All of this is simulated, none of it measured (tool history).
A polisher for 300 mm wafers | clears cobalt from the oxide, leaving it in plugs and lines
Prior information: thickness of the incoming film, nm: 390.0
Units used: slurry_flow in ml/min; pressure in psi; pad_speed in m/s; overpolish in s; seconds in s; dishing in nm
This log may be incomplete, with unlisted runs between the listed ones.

run 1 day=0.000 | slurry_flow=170 pressure=2.5 pad_speed=0.76 overpolish=11 | seconds=73.771 dishing=41.601
run 2 day=0.283 | slurry_flow=170 pressure=2.5 pad_speed=0.86 overpolish=11 | seconds=67.588 dishing=43.704
run 3 day=0.308 | slurry_flow=170 pressure=2.5 pad_speed=0.86 overpolish=9 | seconds=66.299 dishing=38.013
run 4 day=0.667 | slurry_flow=170 pressure=2.5 pad_speed=1.02 overpolish=9 | seconds=56.481 dishing=43.143
run 5 day=0.688 | slurry_flow=170 pressure=2.5 pad_speed=1.18 overpolish=9 | seconds=51.224 dishing=47.411
run 6 day=0.988 | slurry_flow=170 pressure=2.2 pad_speed=1.18 overpolish=10 | seconds=56.265 dishing=46.864
run 7 day=1.200 | slurry_flow=165 pressure=2.0 pad_speed=1.16 overpolish=11 | seconds=64.367 dishing=47.008
run 8 day=1.283 | slurry_flow=160 pressure=1.8 pad_speed=1.16 overpolish=12 | seconds=69.194 dishing=45.241
run 9 day=1.650 | slurry_flow=155 pressure=1.7 pad_speed=1.16 overpolish=13 | seconds=74.935 dishing=45.969
run 10 day=1.950 | slurry_flow=150 pressure=1.6 pad_speed=1.16 overpolish=14 | seconds=79.850 dishing=46.183
run 11 day=2.046 | slurry_flow=145 pressure=1.6 pad_speed=1.16 overpolish=15 | seconds=81.059 dishing=48.258
run 12 day=2.121 | slurry_flow=140 pressure=1.6 pad_speed=1.16 overpolish=15 | seconds=80.278 dishing=48.617
run 13 day=2.233 | slurry_flow=140 pressure=1.5 pad_speed=1.16 overpolish=15 | seconds=86.285 dishing=45.781

The next listed run, before its measurement:
run 14 day=2.558 | slurry_flow=135 pressure=1.5 pad_speed=1.16 overpolish=15 | seconds=? dishing=?

Run 14 measured seconds 86.445 s, dishing 45.922 nm.
